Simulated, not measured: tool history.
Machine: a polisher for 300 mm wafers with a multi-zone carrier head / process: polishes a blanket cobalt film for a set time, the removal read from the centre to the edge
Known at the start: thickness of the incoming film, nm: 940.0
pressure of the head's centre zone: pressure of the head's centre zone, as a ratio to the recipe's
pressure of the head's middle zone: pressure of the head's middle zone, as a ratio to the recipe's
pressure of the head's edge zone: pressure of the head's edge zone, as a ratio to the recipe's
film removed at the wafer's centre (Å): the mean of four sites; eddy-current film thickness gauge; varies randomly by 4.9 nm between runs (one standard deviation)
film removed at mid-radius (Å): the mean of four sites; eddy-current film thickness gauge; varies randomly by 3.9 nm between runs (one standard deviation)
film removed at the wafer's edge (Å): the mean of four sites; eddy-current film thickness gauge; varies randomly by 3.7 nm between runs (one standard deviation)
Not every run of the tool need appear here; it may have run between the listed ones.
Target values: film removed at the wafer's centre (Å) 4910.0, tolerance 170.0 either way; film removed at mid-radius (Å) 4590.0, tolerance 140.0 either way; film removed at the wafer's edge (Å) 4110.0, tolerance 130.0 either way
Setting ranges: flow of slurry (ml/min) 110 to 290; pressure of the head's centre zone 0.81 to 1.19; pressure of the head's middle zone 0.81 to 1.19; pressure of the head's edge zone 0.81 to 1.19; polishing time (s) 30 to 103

run	day	flow of slurry (ml/min)	pressure of the head's centre zone	pressure of the head's middle zone	pressure of the head's edge zone	polishing time (s)	film removed at the wafer's centre (Å)	film removed at mid-radius (Å)	film removed at the wafer's edge (Å)
1	0.000	185	1.00	1.00	1.00	66	3669.8	3563.4	3585.5
2	0.083	185	1.00	1.00	1.00	81	4422.7	4448.3	4399.7
3	0.288	195	1.02	1.01	0.97	81	4516.4	4404.4	4396.4
4	0.596	195	1.10	1.01	0.97	81	5021.8	4436.3	4322.0
5	0.779	195	1.05	1.01	0.97	81	4750.7	4401.8	4338.9
6	1.079	195	1.05	1.01	1.02	81	4718.1	4493.4	4428.1
7	1.258	195	1.07	1.04	1.00	80	4723.5	4485.8	4369.9
8	1.371	195	1.09	1.07	0.96	80	4795.9	4580.0	4281.5

Pick the move, out of 5, that brings all results within their allowed miss; only one does.
A	1.483	150	1.04	1.01	0.93	87	?	?	?
B	1.483	225	1.01	1.00	0.93	84	?	?	?
C	1.483	165	1.06	1.12	0.91	81	?	?	?
D	1.483	225	1.13	1.11	0.96	76	?	?	?
E	1.483	200	1.04	0.97	0.95	86	?	?	?

move	film removed at the wafer's centre (Å)	film removed at mid-radius (Å)	film removed at the wafer's edge (Å)
A	4784.2	4586.0	4413.3
B	4855.0	4712.8	4488.0
C	4646.5	4750.9	4120.1
D	4922.3	4652.4	4115.6
E	5020.8	4623.1	4583.6
A: further off than the last run
B: further off than the last run
C: brings the result that was furthest off to its target, and leaves another outside
D: every result lands within tolerance
E: further off than the last run
D meets every target.

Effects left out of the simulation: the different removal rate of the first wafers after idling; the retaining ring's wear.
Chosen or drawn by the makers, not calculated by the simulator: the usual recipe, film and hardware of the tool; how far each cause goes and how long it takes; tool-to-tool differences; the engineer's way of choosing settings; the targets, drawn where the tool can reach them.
